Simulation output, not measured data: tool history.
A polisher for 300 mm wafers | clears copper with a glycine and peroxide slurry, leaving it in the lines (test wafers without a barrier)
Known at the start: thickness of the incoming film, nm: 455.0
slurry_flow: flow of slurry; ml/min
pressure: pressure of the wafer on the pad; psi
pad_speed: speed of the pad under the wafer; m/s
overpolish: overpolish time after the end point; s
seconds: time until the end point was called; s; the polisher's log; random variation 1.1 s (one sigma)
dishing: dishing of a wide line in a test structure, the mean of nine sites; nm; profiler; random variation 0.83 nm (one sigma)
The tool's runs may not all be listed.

run    day  slurry_flow  pressure  pad_speed  overpolish  seconds  dishing
  1      0          235       2.3       1.06          11   97.402   36.075
  2  0.342          235       2.3       1.06           6   96.998   21.513
  3  0.604          235       2.7       1.06           6   85.955   24.065
  4  0.846          235       2.5       1.06           7   90.619   25.262
  5  1.179          235       2.5       1.06          12    90.58   42.227
  6  1.321          235       2.4       1.06          12   93.751   40.606

The next listed run, before its measurement:
  7  1.396          235       2.3       1.06          12        ?        ?

Run 7 gave seconds 96.162 s, dishing 40.547 nm.
